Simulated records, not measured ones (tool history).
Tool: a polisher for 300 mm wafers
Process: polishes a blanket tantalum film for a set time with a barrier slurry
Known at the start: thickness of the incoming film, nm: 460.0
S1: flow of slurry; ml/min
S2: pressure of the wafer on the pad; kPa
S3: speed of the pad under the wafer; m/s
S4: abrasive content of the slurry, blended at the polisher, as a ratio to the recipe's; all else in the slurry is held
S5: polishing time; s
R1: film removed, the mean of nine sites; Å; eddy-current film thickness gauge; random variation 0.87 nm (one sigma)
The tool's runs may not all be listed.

{"run": 1, "hour": 0.0, "S1": 180, "S2": 13.1, "S3": 1.24, "S4": 1.0, "S5": 47, "R1": 754.92}
{"run": 2, "hour": 4.9, "S1": 180, "S2": 11.7, "S3": 1.24, "S4": 1.0, "S5": 47, "R1": 690.28}
{"run": 3, "hour": 13.2, "S1": 220, "S2": 11.7, "S3": 1.24, "S4": 1.0, "S5": 47, "R1": 715.23}
{"run": 4, "hour": 15.6, "S1": 240, "S2": 11.7, "S3": 1.24, "S4": 1.0, "S5": 47, "R1": 725.42}
{"hour": 20.2, "done": "slurry nozzle cleaned"}
{"run": 5, "hour": 20.2, "S1": 235, "S2": 11.0, "S3": 1.24, "S4": 1.0, "S5": 47, "R1": 683.48}
{"run": 6, "hour": 28.0, "S1": 235, "S2": 14.5, "S3": 1.24, "S4": 1.0, "S5": 47, "R1": 876.54}

Forecast run 7:
{"run": 7, "hour": 29.5, "S1": 235, "S2": 13.8, "S3": 1.24, "S4": 1.0, "S5": 47, "R1": "?"}

R1: 830.98 Å
